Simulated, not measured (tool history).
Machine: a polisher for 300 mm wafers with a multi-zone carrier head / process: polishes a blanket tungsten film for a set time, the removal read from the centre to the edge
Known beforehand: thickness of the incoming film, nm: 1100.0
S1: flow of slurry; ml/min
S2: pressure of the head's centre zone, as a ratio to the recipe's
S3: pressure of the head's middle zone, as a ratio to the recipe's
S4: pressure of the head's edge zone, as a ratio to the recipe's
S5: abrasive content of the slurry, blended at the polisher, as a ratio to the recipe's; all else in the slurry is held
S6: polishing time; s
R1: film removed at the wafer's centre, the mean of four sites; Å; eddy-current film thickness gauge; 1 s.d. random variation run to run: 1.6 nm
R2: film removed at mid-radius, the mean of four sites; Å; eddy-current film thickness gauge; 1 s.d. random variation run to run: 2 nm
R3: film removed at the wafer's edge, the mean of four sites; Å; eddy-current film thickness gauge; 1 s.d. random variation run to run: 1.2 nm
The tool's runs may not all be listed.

run 1 hour=0 | S1=155 S2=1 S3=1 S4=1 S5=1 S6=33 | R1=2882.9 R2=2896.2 R3=2811.4
run 2 hour=4.1 | S1=155 S2=1 S3=1 S4=1.06 S5=1 S6=33 | R1=2860.1 R2=2848.4 R3=2913.6
run 3 hour=6 | S1=190 S2=1 S3=1 S4=1.06 S5=1 S6=33 | R1=2959.7 R2=2990.8 R3=2981.4
run 4 hour=7 | S1=185 S2=0.99 S3=0.98 S4=1.05 S5=0.95 S6=32 | R1=2796.1 R2=2763.5 R3=2835.9
run 5 hour=12.9 | S1=180 S2=0.98 S3=0.96 S4=1.03 S5=0.9 S6=32 | R1=2741.2 R2=2705.4 R3=2772.2
run 6 hour=21.8 | S1=180 S2=0.98 S3=0.96 S4=1.03 S5=0.9 S6=26 | R1=2258.3 R2=2134 R3=2244
run 7 hour=27.4 | S1=180 S2=0.98 S3=0.96 S4=1.03 S5=0.9 S6=26 | R1=2227.6 R2=2229.3 R3=2279.5
run 8 hour=32.3 | S1=175 S2=0.98 S3=0.95 S4=1.02 S5=0.9 S6=26 | R1=2219.3 R2=2173 R3=2264
run 9 hour=34.9 | S1=170 S2=0.98 S3=0.94 S4=1.01 S5=0.9 S6=26 | R1=2235.7 R2=2135.4 R3=2209
run 10 hour=43 | S1=165 S2=0.97 S3=0.93 S4=1.01 S5=0.9 S6=26 | R1=2216.4 R2=2083.7 R3=2251.4

Forecast run 11:
run 11 hour=47.7 | S1=160 S2=0.96 S3=0.92 S4=1 S5=0.9 S6=26 | R1=? R2=? R3=?

For run 11 the tool returned R1 2157.4 Å, R2 2123.9 Å, R3 2238.7 Å.
